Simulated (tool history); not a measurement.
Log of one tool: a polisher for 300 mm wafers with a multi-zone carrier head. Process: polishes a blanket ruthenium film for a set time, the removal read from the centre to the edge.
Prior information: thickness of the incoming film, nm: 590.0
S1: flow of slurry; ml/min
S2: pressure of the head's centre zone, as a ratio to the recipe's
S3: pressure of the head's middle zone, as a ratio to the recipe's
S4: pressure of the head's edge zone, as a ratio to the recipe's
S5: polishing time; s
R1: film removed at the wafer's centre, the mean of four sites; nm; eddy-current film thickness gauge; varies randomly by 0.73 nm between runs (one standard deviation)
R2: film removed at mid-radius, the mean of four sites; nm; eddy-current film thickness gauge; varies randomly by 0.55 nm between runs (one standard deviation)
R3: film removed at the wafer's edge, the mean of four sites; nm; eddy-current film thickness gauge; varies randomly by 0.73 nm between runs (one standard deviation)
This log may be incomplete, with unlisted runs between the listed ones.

Run 1, hour 0.0: S1 145 ml/min, S2 1.00, S3 1.00, S4 1.00, S5 72 s. Result: R1 71.713 nm, R2 72.635 nm, R3 69.299 nm.
Run 2, hour 6.5: S1 145 ml/min, S2 1.00, S3 1.00, S4 1.00, S5 86 s. Result: R1 87.239 nm, R2 86.159 nm, R3 83.746 nm.
Run 3, hour 11.6: S1 140 ml/min, S2 1.00, S3 0.97, S4 0.96, S5 81 s. Result: R1 78.938 nm, R2 76.391 nm, R3 76.920 nm.
Run 4, hour 12.3: S1 140 ml/min, S2 1.00, S3 0.97, S4 0.88, S5 81 s. Result: R1 80.093 nm, R2 78.334 nm, R3 75.276 nm.
Run 5, hour 20.6: S1 140 ml/min, S2 1.00, S3 0.94, S4 0.88, S5 81 s. Result: R1 79.206 nm, R2 75.653 nm, R3 73.689 nm.
Run 6, hour 25.0: S1 140 ml/min, S2 1.00, S3 0.94, S4 0.88, S5 87 s. Result: R1 85.458 nm, R2 83.238 nm, R3 78.375 nm.

For run 7, what comes out?
Run 7, hour 26.9: S1 140 ml/min, S2 0.99, S3 0.91, S4 0.86, S5 82 s. Result: R1 ?, R2 ?, R3 ?.

{"run 7": {"R1": 78.839, "R2": 74.107, "R3": 74.305}}
